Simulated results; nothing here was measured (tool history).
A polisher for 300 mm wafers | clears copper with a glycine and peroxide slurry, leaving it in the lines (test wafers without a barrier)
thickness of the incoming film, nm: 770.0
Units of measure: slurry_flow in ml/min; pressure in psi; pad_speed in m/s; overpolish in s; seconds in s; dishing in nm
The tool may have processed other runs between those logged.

run 1 hour=0.0 | slurry_flow=175 pressure=3.3 pad_speed=1.28 overpolish=17 | seconds=109.92 dishing=70.113
run 2 hour=3.6 | slurry_flow=175 pressure=3.3 pad_speed=1.08 overpolish=17 | seconds=125.06 dishing=59.853
run 3 hour=10.6 | slurry_flow=175 pressure=3.3 pad_speed=1.08 overpolish=15 | seconds=126.01 dishing=58.209
run 4 hour=18.9 | slurry_flow=175 pressure=3.2 pad_speed=1.08 overpolish=17 | seconds=129.76 dishing=61.330
run 5 hour=24.3 | slurry_flow=175 pressure=3.2 pad_speed=1.08 overpolish=18 | seconds=127.74 dishing=65.986
run 6 hour=33.2 | slurry_flow=175 pressure=3.1 pad_speed=1.08 overpolish=19 | seconds=132.71 dishing=66.773

Run 7 is up next; what results do you expect?
run 7 hour=38.3 | slurry_flow=175 pressure=3.1 pad_speed=1.08 overpolish=20 | seconds=? dishing=?

seconds: 129.97 s
dishing: 67.135 nm
